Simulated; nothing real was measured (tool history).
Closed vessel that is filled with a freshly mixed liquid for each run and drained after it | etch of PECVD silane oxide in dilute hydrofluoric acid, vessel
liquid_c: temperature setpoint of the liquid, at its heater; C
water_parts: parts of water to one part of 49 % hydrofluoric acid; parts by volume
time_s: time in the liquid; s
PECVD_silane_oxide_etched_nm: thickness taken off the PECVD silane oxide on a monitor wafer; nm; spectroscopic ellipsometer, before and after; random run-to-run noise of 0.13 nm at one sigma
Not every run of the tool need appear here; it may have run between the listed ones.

run 1 hour=0 | liquid_c=21 water_parts=85 time_s=30 | PECVD_silane_oxide_etched_nm=9.6839
run 2 hour=1.2 | liquid_c=23.5 water_parts=85 time_s=30 | PECVD_silane_oxide_etched_nm=10.537
run 3 hour=9.6 | liquid_c=23.5 water_parts=110 time_s=30 | PECVD_silane_oxide_etched_nm=8.0633
run 4 hour=14.9 | liquid_c=22.5 water_parts=110 time_s=30 | PECVD_silane_oxide_etched_nm=7.786
run 5 hour=22.7 | liquid_c=24.5 water_parts=100 time_s=30 | PECVD_silane_oxide_etched_nm=9.1563
run 6 hour=30.4 | liquid_c=26 water_parts=90 time_s=30 | PECVD_silane_oxide_etched_nm=11.099
run 7 hour=37.5 | liquid_c=27 water_parts=85 time_s=30 | PECVD_silane_oxide_etched_nm=12.26
run 8 hour=40.9 | liquid_c=27.5 water_parts=85 time_s=30 | PECVD_silane_oxide_etched_nm=12.453
run 9 hour=47.2 | liquid_c=28 water_parts=85 time_s=30 | PECVD_silane_oxide_etched_nm=12.563

What will run 10 give?
run 10 hour=54.5 | liquid_c=28.5 water_parts=85 time_s=30 | PECVD_silane_oxide_etched_nm=?

{"run 10": {"PECVD_silane_oxide_etched_nm": 12.894}}
